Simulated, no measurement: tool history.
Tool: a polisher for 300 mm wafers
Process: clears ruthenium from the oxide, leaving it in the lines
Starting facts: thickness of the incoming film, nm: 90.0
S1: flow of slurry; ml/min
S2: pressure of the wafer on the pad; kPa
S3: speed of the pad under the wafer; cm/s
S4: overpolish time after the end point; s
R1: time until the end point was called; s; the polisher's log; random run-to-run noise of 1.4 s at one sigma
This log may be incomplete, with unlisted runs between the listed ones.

run	hour	S1	S2	S3	S4	R1
1	0.0	185	9.7	78	28	131.77
2	3.3	185	9.7	78	28	140.18
3	9.8	185	9.7	78	30	140.18
4	18.5	185	10.3	78	30	128.41
# hour 26.0: worn pad replaced by a new one
5	26.0	200	10.3	78	30	113.82
6	30.3	210	10.3	78	30	110.52
7	35.2	220	10.3	78	30	112.78
8	42.8	220	10.3	78	30	111.13
9	46.6	230	10.3	78	30	108.86
10	50.2	240	10.3	78	30	114.53
11	58.3	240	11.0	78	30	103.24

Run 12 has not been measured yet. What should we expect?
12	61.0	245	11.0	78	30	?

R1: 106.47 s
